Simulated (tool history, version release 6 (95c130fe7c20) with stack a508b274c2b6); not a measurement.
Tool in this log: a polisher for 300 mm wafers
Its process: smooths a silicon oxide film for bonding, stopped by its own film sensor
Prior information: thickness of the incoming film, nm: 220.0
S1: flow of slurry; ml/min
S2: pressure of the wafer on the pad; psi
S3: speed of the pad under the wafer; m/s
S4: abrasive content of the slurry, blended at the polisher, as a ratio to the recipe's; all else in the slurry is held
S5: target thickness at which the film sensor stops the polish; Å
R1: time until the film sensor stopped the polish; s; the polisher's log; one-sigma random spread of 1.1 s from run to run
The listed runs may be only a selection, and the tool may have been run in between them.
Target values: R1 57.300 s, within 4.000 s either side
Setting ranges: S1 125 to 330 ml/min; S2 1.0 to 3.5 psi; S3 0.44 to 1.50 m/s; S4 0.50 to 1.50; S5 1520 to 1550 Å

run	hour	S1	S2	S3	S4	S5	R1
1	0.0	210	2.2	0.96	1.00	1550	83.890
2	7.1	210	2.2	0.96	0.90	1550	81.951
3	10.4	210	2.2	0.96	0.90	1550	82.906
4	14.7	210	2.2	0.96	0.90	1520	88.262
5	23.5	210	2.2	0.96	1.00	1520	81.651
6	27.9	175	2.2	0.96	1.00	1520	88.873
# hour 28.8: slurry nozzle cleaned
7	28.8	180	2.4	0.98	1.00	1520	78.471
8	34.3	180	2.5	0.98	1.00	1520	74.846
9	36.3	180	2.6	0.98	1.00	1520	70.563
10	40.0	180	2.7	0.98	1.00	1520	72.430
11	40.6	180	2.8	1.00	1.00	1520	65.362

Of the 5 settings listed for the next run, only one would bring every result within its allowed miss of target. Which one?
A	41.2	170	2.2	0.98	1.15	1520	?
B	41.2	125	2.8	1.16	0.80	1520	?
C	41.2	290	2.4	1.02	1.00	1550	?
D	41.2	200	2.9	0.82	1.05	1540	?
E	41.2	180	3.2	1.02	0.95	1550	?

move	R1
A	76.882
B	70.918
C	66.178
D	71.467
E	58.272
A: the biggest miss grows against the last run
B: the biggest miss grows against the last run
C: the biggest miss grows against the last run
D: the biggest miss grows against the last run
E: all results in spec
Correct choice: E, which meets every target

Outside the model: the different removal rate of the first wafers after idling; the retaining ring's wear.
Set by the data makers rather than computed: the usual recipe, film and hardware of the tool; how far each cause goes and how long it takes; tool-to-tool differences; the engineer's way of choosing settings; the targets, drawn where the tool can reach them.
